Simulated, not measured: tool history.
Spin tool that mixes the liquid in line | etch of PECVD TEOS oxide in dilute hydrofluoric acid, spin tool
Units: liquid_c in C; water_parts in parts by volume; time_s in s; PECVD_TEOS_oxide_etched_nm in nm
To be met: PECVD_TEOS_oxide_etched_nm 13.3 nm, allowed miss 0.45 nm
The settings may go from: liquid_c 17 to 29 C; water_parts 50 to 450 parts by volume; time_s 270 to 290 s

run  hour  liquid_c  water_parts  time_s  PECVD_TEOS_oxide_etched_nm
  1     0        21          250     270                      11.634
  2   2.9        21          335     270                      8.0352
  3   4.4        21          335     290                       8.534
  4  12.8      22.5          335     290                       8.921
  5  16.4      22.5          335     290                       9.132
  6  20.4      22.5          275     290                      11.818
  7  28.1      23.5          275     290                      12.184
     32.9  -- thermometer replaced
  8  32.9        24          275     290                      11.859
  9  37.9        24          270     290                      12.081

4 next moves are on the table. One of them brings every result within its allowed miss. Which?
  A  42.9        22          240     290                           ?
  B  42.9        24          265     290                           ?
  C  42.9      23.5          260     285                           ?
  D  42.9        23          290     290                           ?

move  PECVD_TEOS_oxide_etched_nm
   A                      13.187
   B                      12.524
   C                      12.385
   D                      10.778
A: meets every target
B: nearer than the last run, and not there yet
C: nearer than the last run, and not there yet
D: further off than the last run
Answer: A
